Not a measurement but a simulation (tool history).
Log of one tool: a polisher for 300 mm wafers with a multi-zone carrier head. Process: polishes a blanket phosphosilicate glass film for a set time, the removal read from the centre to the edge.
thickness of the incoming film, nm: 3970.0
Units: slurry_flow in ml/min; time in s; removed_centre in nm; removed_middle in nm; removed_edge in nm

run  hour  slurry_flow  centre_zone  middle_zone  edge_zone  slurry_solids  time  removed_centre  removed_middle  removed_edge
  1   0.0          210         1.00         1.00       1.00           1.00    74          519.72          541.01        533.10
  2   2.5          235         1.00         1.00       1.00           1.00    74          534.14          544.76        536.78
  3   4.4          235         1.00         1.03       1.00           1.00    74          549.58          548.70        532.07
  4   5.9          230         1.00         1.03       1.01           1.05    76          561.96          576.29        570.14
  5  11.5          230         1.01         1.04       1.01           1.10    77          589.52          599.70        586.50
  6  13.4          230         1.02         1.05       1.02           1.15    78          621.98          627.58        600.68
  7  22.0          230         1.02         1.05       1.03           1.20    79          633.80          647.25        627.25
  8  28.1          230         1.03         1.05       1.04           1.25    80          663.96          669.11        652.67
  9  36.4          230         1.03         1.05       1.05           1.30    81          697.63          696.39        674.29

Run 10 comes next. What will it give?
 10  39.9          230         1.03         1.05       1.06           1.30    82               ?               ?             ?

removed_centre: 687.10 nm
removed_middle: 695.00 nm
removed_edge: 688.46 nm

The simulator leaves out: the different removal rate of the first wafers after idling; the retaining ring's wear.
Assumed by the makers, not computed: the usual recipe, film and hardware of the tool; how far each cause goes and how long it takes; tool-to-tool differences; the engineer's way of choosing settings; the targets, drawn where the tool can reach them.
